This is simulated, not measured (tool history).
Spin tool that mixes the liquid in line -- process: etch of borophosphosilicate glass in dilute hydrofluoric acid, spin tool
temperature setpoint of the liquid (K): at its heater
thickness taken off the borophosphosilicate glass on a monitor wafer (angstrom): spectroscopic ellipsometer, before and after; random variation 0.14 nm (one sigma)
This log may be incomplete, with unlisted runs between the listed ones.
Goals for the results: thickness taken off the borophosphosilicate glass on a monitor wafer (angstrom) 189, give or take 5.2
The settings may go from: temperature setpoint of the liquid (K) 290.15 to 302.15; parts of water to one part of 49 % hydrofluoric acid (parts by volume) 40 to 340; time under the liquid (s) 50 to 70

run,hour,temperature setpoint of the liquid (K),parts of water to one part of 49 % hydrofluoric acid (parts by volume),time under the liquid (s),thickness taken off the borophosphosilicate glass on a monitor wafer (angstrom)
1,0,294.15,190,70,124.68
2,1.3,294.15,245,70,91.809
3,3.3,295.15,235,70,98.22
4,9.3,295.65,225,70,106.71
5,12.7,295.65,225,50,76.451
6,15.7,295.65,225,50,77.276
7,21.1,295.15,210,50,82.759
8,25.9,299.15,135,50,160.99
9,34.4,299.65,135,50,164.7

Consider the 4 candidate settings below. Which is the only one whose results all fall within their allowed miss of target?
A,42.9,300.65,130,50,?
B,42.9,300.65,165,70,?
C,42.9,299.65,140,50,?
D,42.9,299.15,125,50,?

move,thickness taken off the borophosphosilicate glass on a monitor wafer (angstrom)
A,177.85
B,187.82
C,157.09
D,175.86
A: nearer the targets than the last run, but a result is still out of spec
B: all results land within tolerance of their targets
C: lands further from the targets than the last run did
D: nearer the targets than the last run, but a result is still out of spec
The move that meets every target is B.
